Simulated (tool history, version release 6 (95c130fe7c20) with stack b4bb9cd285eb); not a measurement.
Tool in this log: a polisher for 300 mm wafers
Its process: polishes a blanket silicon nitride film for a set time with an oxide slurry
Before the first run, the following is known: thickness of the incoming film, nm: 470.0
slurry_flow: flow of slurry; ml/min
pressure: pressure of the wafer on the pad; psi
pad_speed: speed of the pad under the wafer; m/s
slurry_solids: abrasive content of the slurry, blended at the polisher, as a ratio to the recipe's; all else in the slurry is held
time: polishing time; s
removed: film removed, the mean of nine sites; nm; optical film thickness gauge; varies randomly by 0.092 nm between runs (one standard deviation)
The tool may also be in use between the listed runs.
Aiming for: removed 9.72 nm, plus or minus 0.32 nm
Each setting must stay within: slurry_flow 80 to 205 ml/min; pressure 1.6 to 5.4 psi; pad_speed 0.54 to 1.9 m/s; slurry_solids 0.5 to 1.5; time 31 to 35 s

run,hour,slurry_flow,pressure,pad_speed,slurry_solids,time,removed
1,0,135,3.5,1.22,1,35,23.629
2,1.3,130,3,1.12,1,35,18.828
3,9.4,125,2.7,1.04,1,35,16.148
4,16,120,2.4,1,1,35,13.553
5,16.7,120,2.4,1,1.05,35,14.198
6,21.8,115,2.2,0.98,1.05,35,12.813
7,29,110,2.1,0.98,1.05,35,11.926
8,32,105,2,0.98,1.05,35,11.649
9,36.5,100,1.6,0.86,1.05,35,8.1688
10,41.9,110,1.6,0.86,1.05,35,8.2815
11,42.6,110,1.7,0.86,1.05,35,8.8875
12,51.5,115,1.7,0.86,1.05,35,8.9115
13,53.4,115,1.7,0.86,1.05,35,9.0301
14,55.6,120,1.7,0.86,1.05,35,8.9335

Below are 5 possible settings for the next run. Only one of them brings all results inside the allowed miss of their targets. Which is it?
A,57.8,155,1.6,1.22,0.9,32,?
B,57.8,115,2.2,0.82,1,35,?
C,57.8,115,1.8,1.04,1.15,32,?
D,57.8,100,2,0.94,0.95,35,?
E,57.8,115,1.8,1.04,1,34,?

move,removed
A,9.8597
B,10.779
C,10.59
D,10.432
E,10.47
A: in spec on every target
B: moves the result that the last run missed by most past its target, out the other side
C: moves the result that the last run missed by most past its target, out the other side
D: moves the result that the last run missed by most past its target, out the other side
E: moves the result that the last run missed by most past its target, out the other side
Go with A: it meets all targets.
